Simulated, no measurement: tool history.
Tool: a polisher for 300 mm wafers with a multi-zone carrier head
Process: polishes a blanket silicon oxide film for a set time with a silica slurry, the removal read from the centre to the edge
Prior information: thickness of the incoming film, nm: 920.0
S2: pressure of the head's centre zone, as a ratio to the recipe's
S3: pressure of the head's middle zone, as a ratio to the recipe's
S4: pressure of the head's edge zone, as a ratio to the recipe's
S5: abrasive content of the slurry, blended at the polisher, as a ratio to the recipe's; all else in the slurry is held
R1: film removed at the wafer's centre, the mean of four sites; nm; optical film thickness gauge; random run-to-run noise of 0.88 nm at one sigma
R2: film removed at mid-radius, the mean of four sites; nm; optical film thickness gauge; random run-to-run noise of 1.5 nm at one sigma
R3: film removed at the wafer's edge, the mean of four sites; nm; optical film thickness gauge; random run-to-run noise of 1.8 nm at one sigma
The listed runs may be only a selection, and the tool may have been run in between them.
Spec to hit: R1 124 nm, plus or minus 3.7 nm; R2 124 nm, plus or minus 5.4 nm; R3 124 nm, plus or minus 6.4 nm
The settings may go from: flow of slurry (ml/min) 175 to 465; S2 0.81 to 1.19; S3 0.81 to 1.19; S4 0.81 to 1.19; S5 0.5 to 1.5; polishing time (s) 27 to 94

{"run": 1, "day": 0.0, "flow of slurry (ml/min)": 295, "S2": 1, "S3": 1, "S4": 1, "S5": 1, "polishing time (s)": 60, "R1": 218.24, "R2": 217.06, "R3": 211.07}
{"run": 2, "day": 0.092, "flow of slurry (ml/min)": 295, "S2": 0.98, "S3": 0.98, "S4": 0.98, "S5": 0.9, "polishing time (s)": 57, "R1": 188.52, "R2": 191.65, "R3": 190.48}
{"run": 3, "day": 0.183, "flow of slurry (ml/min)": 295, "S2": 0.98, "S3": 0.98, "S4": 0.98, "S5": 0.9, "polishing time (s)": 66, "R1": 220.54, "R2": 221.31, "R3": 218.43}
{"run": 4, "day": 0.442, "flow of slurry (ml/min)": 295, "S2": 0.98, "S3": 0.97, "S4": 0.96, "S5": 0.8, "polishing time (s)": 62, "R1": 187.58, "R2": 188.34, "R3": 188.49}
{"run": 5, "day": 0.771, "flow of slurry (ml/min)": 295, "S2": 0.98, "S3": 0.97, "S4": 0.96, "S5": 0.7, "polishing time (s)": 62, "R1": 168.61, "R2": 170.4, "R3": 168.44}
{"run": 6, "day": 0.85, "flow of slurry (ml/min)": 295, "S2": 0.98, "S3": 0.97, "S4": 0.96, "S5": 0.55, "polishing time (s)": 62, "R1": 131.71, "R2": 129.62, "R3": 129.56}
{"run": 7, "day": 1.221, "flow of slurry (ml/min)": 290, "S2": 0.98, "S3": 0.97, "S4": 0.97, "S5": 0.55, "polishing time (s)": 62, "R1": 130.95, "R2": 131.31, "R3": 131.41}
{"run": 8, "day": 1.296, "flow of slurry (ml/min)": 290, "S2": 0.98, "S3": 0.97, "S4": 0.97, "S5": 0.55, "polishing time (s)": 62, "R1": 130.62, "R2": 129.75, "R3": 127.65}
{"run": 9, "day": 1.554, "flow of slurry (ml/min)": 280, "S2": 0.98, "S3": 0.97, "S4": 0.97, "S5": 0.55, "polishing time (s)": 62, "R1": 130.74, "R2": 131.69, "R3": 132.17}
{"run": 10, "day": 1.779, "flow of slurry (ml/min)": 280, "S2": 0.98, "S3": 0.97, "S4": 0.98, "S5": 0.55, "polishing time (s)": 62, "R1": 129.26, "R2": 128.59, "R3": 128}
{"run": 11, "day": 1.804, "flow of slurry (ml/min)": 275, "S2": 0.98, "S3": 0.97, "S4": 0.98, "S5": 0.55, "polishing time (s)": 62, "R1": 130.75, "R2": 129.84, "R3": 130.03}
{"run": 12, "day": 1.917, "flow of slurry (ml/min)": 270, "S2": 0.98, "S3": 0.97, "S4": 0.99, "S5": 0.55, "polishing time (s)": 62, "R1": 130.16, "R2": 131.2, "R3": 132.84}
{"run": 13, "day": 2.112, "flow of slurry (ml/min)": 270, "S2": 0.99, "S3": 0.98, "S4": 1, "S5": 0.5, "polishing time (s)": 62, "R1": 116.64, "R2": 116.76, "R3": 115.07}
{"run": 14, "day": 2.208, "flow of slurry (ml/min)": 280, "S2": 0.99, "S3": 0.98, "S4": 1, "S5": 0.5, "polishing time (s)": 62, "R1": 117.37, "R2": 115.27, "R3": 116.13}
{"run": 15, "day": 2.342, "flow of slurry (ml/min)": 280, "S2": 0.99, "S3": 0.98, "S4": 0.99, "S5": 0.5, "polishing time (s)": 62, "R1": 114.69, "R2": 116.24, "R3": 115.65}
{"run": 16, "day": 2.621, "flow of slurry (ml/min)": 280, "S2": 0.99, "S3": 0.98, "S4": 0.98, "S5": 0.5, "polishing time (s)": 62, "R1": 115.72, "R2": 118.6, "R3": 117.59}

Consider the 5 candidate settings below. Which is the only one whose results all fall within their allowed miss of target?
{"run": "A", "day": 2.9, "flow of slurry (ml/min)": 340, "S2": 1.02, "S3": 0.93, "S4": 0.94, "S5": 0.5, "polishing time (s)": 61, "R1": "?", "R2": "?", "R3": "?"}
{"run": "B", "day": 2.9, "flow of slurry (ml/min)": 255, "S2": 1.02, "S3": 0.91, "S4": 1.1, "S5": 0.55, "polishing time (s)": 55, "R1": "?", "R2": "?", "R3": "?"}
{"run": "C", "day": 2.9, "flow of slurry (ml/min)": 175, "S2": 0.85, "S3": 1.01, "S4": 0.95, "S5": 0.6, "polishing time (s)": 56, "R1": "?", "R2": "?", "R3": "?"}
{"run": "D", "day": 2.9, "flow of slurry (ml/min)": 370, "S2": 0.95, "S3": 0.93, "S4": 0.89, "S5": 0.55, "polishing time (s)": 59, "R1": "?", "R2": "?", "R3": "?"}
{"run": "E", "day": 2.9, "flow of slurry (ml/min)": 345, "S2": 1.07, "S3": 1.03, "S4": 0.83, "S5": 0.55, "polishing time (s)": 54, "R1": "?", "R2": "?", "R3": "?"}

move=A R1=119.39 R2=111.39 R3=112.78
move=B R1=118.68 R2=109.02 R3=121.7
move=C R1=106.1 R2=128.51 R3=123.82
move=D R1=122.82 R2=123.08 R3=121.42
move=E R1=126.07 R2=122.03 R3=107.29
A: as far off as the last run
B: the biggest miss grows against the last run
C: the biggest miss grows against the last run
D: meets every target
E: corrects the largest miss of the last run, while another result sits out of spec
So the answer is move D, the one that meets all the targets.
